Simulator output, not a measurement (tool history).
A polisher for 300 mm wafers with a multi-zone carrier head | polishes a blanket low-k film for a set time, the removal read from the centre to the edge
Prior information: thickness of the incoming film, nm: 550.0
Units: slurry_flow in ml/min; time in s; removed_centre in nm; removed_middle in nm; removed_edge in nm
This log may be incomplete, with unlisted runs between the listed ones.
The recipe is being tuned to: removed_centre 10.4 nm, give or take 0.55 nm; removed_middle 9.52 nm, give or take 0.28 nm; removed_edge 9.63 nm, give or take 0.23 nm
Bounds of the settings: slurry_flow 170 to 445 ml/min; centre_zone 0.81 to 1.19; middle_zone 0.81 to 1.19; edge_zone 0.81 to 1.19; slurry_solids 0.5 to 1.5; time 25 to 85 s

run 1 hour=0 | slurry_flow=285 centre_zone=1 middle_zone=1 edge_zone=1 slurry_solids=1 time=55 | removed_centre=19.447 removed_middle=19.225 removed_edge=20.042
run 2 hour=8.9 | slurry_flow=285 centre_zone=1 middle_zone=1 edge_zone=1 slurry_solids=0.8 time=55 | removed_centre=18.654 removed_middle=18.06 removed_edge=18.642
run 3 hour=13.4 | slurry_flow=285 centre_zone=1 middle_zone=1 edge_zone=1.08 slurry_solids=0.8 time=55 | removed_centre=18.472 removed_middle=17.581 removed_edge=19.076
run 4 hour=18.3 | slurry_flow=285 centre_zone=0.92 middle_zone=1 edge_zone=1.08 slurry_solids=0.8 time=55 | removed_centre=16.78 removed_middle=17.955 removed_edge=19.336
run 5 hour=26.2 | slurry_flow=350 centre_zone=0.92 middle_zone=1 edge_zone=1.08 slurry_solids=0.8 time=55 | removed_centre=17.701 removed_middle=18.514 removed_edge=19.409
run 6 hour=28.6 | slurry_flow=355 centre_zone=0.94 middle_zone=0.97 edge_zone=1.02 slurry_solids=0.7 time=45 | removed_centre=14.172 removed_middle=13.783 removed_edge=14.953
run 7 hour=34.2 | slurry_flow=325 centre_zone=1 middle_zone=1.01 edge_zone=0.92 slurry_solids=0.5 time=30 | removed_centre=8.7486 removed_middle=8.5209 removed_edge=8.3764
run 8 hour=40.7 | slurry_flow=345 centre_zone=1.02 middle_zone=1.02 edge_zone=0.96 slurry_solids=0.5 time=30 | removed_centre=9.1864 removed_middle=8.611 removed_edge=8.7048
run 9 hour=43.6 | slurry_flow=390 centre_zone=1.07 middle_zone=1.12 edge_zone=1.06 slurry_solids=0.55 time=30 | removed_centre=9.7952 removed_middle=9.7836 removed_edge=9.3697
run 10 hour=49.7 | slurry_flow=390 centre_zone=1.08 middle_zone=1.11 edge_zone=1.07 slurry_solids=0.55 time=30 | removed_centre=9.9868 removed_middle=9.7333 removed_edge=9.3637

Consider the 5 candidate settings below. Which is the only one whose results all fall within their allowed miss of target?
run A hour=55.8 | slurry_flow=375 centre_zone=0.98 middle_zone=1.12 edge_zone=1.08 slurry_solids=0.75 time=28 | removed_centre=? removed_middle=? removed_edge=?
run B hour=55.8 | slurry_flow=380 centre_zone=1.08 middle_zone=1.04 edge_zone=1.03 slurry_solids=0.5 time=32 | removed_centre=? removed_middle=? removed_edge=?
run C hour=55.8 | slurry_flow=435 centre_zone=1.01 middle_zone=1.15 edge_zone=1.17 slurry_solids=0.8 time=26 | removed_centre=? removed_middle=? removed_edge=?
run D hour=55.8 | slurry_flow=395 centre_zone=1.14 middle_zone=1.16 edge_zone=1.09 slurry_solids=0.5 time=30 | removed_centre=? removed_middle=? removed_edge=?
run E hour=55.8 | slurry_flow=400 centre_zone=1.03 middle_zone=1.12 edge_zone=1 slurry_solids=0.5 time=32 | removed_centre=? removed_middle=? removed_edge=?

move=A removed_centre=9.204 removed_middle=10.052 removed_edge=9.6726
move=B removed_centre=10.152 removed_middle=9.4365 removed_edge=9.4615
move=C removed_centre=9.1158 removed_middle=9.863 removed_edge=9.6399
move=D removed_centre=10.092 removed_middle=9.7393 removed_edge=9.1299
move=E removed_centre=9.727 removed_middle=10.096 removed_edge=9.3453
A: meets the target for the result that was furthest off, but another lies outside its allowed miss
B: every result within its allowed miss
C: meets the target for the result that was furthest off, but another lies outside its allowed miss
D: its largest miss is bigger than the last run's
E: its largest miss is bigger than the last run's
B meets every target.
